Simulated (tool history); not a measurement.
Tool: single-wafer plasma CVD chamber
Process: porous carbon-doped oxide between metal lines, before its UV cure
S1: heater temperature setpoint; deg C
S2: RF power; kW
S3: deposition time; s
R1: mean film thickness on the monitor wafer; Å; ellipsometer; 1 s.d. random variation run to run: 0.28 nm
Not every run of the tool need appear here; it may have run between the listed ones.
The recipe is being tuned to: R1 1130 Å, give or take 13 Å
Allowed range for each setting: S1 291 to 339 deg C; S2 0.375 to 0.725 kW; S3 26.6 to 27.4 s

run 1 hour=0 | S1=315 S2=0.55 S3=26.6 | R1=1371.5
run 2 hour=1.2 | S1=320 S2=0.55 S3=26.6 | R1=1337.2
run 3 hour=9.3 | S1=322 S2=0.54 S3=26.6 | R1=1313.9
run 4 hour=14.3 | S1=322 S2=0.54 S3=27.4 | R1=1350.3
run 5 hour=19.8 | S1=322 S2=0.51 S3=27.4 | R1=1298.7
run 6 hour=24.4 | S1=322 S2=0.51 S3=26.6 | R1=1269.8
run 7 hour=32.4 | S1=322 S2=0.51 S3=26.6 | R1=1263.2
run 8 hour=33.9 | S1=324 S2=0.505 S3=26.6 | R1=1248.3
run 9 hour=37.1 | S1=326 S2=0.5 S3=26.6 | R1=1225.3
run 10 hour=40.1 | S1=327 S2=0.5 S3=26.6 | R1=1221.2
run 11 hour=48.4 | S1=328 S2=0.495 S3=26.6 | R1=1207.5

4 candidate next runs follow, results not yet known. Just one meets every target within its allowed miss. Identify it.
run A hour=56.7 | S1=327 S2=0.465 S3=26.6 | R1=?
run B hour=56.7 | S1=338 S2=0.465 S3=27.1 | R1=?
run C hour=56.7 | S1=322 S2=0.485 S3=27 | R1=?
run D hour=56.7 | S1=329 S2=0.455 S3=27.2 | R1=?

move=A R1=1164.2
move=B R1=1131.9
move=C R1=1241.3
move=D R1=1162.6
A: nearer than the last run, and not there yet
B: hits every target within its allowed miss
C: its largest miss is bigger than the last run's
D: nearer than the last run, and not there yet
The move that meets every target is B.
